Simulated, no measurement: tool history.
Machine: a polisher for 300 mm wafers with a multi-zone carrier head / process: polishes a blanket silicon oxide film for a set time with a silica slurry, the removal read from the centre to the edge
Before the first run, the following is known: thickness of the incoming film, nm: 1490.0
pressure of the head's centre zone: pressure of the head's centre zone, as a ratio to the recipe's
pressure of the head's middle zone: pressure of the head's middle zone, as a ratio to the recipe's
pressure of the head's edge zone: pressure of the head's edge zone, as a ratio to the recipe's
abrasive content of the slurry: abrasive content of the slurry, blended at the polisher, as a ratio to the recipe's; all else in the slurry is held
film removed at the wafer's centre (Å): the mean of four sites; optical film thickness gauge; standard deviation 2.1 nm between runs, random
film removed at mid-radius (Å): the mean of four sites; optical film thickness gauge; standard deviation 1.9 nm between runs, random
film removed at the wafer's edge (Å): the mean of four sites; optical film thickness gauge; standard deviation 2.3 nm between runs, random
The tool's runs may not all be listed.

run,hour,flow of slurry (ml/min),pressure of the head's centre zone,pressure of the head's middle zone,pressure of the head's edge zone,abrasive content of the slurry,polishing time (s),film removed at the wafer's centre (Å),film removed at mid-radius (Å),film removed at the wafer's edge (Å)
1,0.0,225,1.00,1.00,1.00,1.00,71,2040.4,1987.5,2025.1
2,5.6,230,0.99,1.00,1.04,1.05,71,2110.2,2101.3,2064.4
3,9.7,210,0.96,0.96,1.03,1.10,72,2079.0,2075.4,2121.1
4,15.1,200,0.94,0.93,1.05,1.15,73,2130.4,2104.8,2251.6
5,16.3,200,0.93,0.92,1.07,1.15,73,2140.9,2104.6,2274.0
6,22.5,200,0.91,0.91,1.09,1.15,73,2065.4,2054.2,2358.6

What will run 7 give?
7,30.7,205,0.91,0.92,1.10,1.15,73,?,?,?

Run 7 produced film removed at the wafer's centre (Å) 2080.5, film removed at mid-radius (Å) 2071.8, film removed at the wafer's edge (Å) 2292.2.

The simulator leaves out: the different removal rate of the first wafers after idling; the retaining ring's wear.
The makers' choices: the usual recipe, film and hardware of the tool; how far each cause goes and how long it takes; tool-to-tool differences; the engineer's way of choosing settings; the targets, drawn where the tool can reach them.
